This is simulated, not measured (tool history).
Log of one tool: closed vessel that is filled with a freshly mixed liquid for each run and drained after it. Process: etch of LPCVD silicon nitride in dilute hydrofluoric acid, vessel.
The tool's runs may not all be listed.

run,hour,temperature setpoint of the liquid (C),parts of water to one part of 49 % hydrofluoric acid (parts by volume),time in the liquid (s),thickness taken off the LPCVD silicon nitride on a monitor wafer (Å)
1,0,24,195,805,19.799
2,9.3,24,250,805,15.558
3,12.7,24,250,805,15.573
4,20.1,22.5,250,805,14.219
5,27.8,21.5,250,805,13.324
6,33.5,21.5,215,805,15.389
7,36.3,20.5,220,805,14
8,40.4,19.5,225,805,12.924

Run 9 comes next. What will it give?
9,42.5,19,230,805,?

{"run 9": {"thickness taken off the LPCVD silicon nitride on a monitor wafer (Å)": 12.316}}
